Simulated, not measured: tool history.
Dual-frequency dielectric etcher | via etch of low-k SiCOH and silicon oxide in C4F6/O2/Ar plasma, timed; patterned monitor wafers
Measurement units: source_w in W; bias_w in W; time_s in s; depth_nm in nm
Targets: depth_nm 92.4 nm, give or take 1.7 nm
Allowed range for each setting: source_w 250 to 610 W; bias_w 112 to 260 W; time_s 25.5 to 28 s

run  hour  source_w  bias_w  time_s  depth_nm
  1     0       430     186      28    84.377
  2   5.9       450     187      28     86.68
  3   6.6       450     200      28    87.791
  4  13.2       460     201      28    88.213
  5  16.1       460     175      28     84.04
  6  19.4       460     175    25.5    76.951
  7  27.1       480     185    25.5    79.111
  8  32.6       480     198    25.5     82.22
  9  33.9       490     206    25.5    83.902
 10    41       500     213    25.5    85.546
 11  42.2       510     218    25.5    86.332
 12  50.8       520     223    25.5     88.47
 13  51.7       520     223    25.5    87.613
 14  55.1       530     227    25.5    90.012
 15  63.7       540     228    25.5    90.327

Exercise: of the 5 proposed moves below, exactly one satisfies all targets within the stated allowed misses. Which move is it?
  A  72.3       490     230      26         ?
  B  72.3       500     211    26.5         ?
  C  72.3       460     239      26         ?
  D  72.3       610     186      26         ?
  E  72.3       550     228      26         ?

move  depth_nm
   A    89.906
   B    89.043
   C      89.3
   D    89.228
   E    93.431
A: moves away from the targets compared with the last run
B: moves away from the targets compared with the last run
C: moves away from the targets compared with the last run
D: moves away from the targets compared with the last run
E: every result lands within tolerance
Answer: E
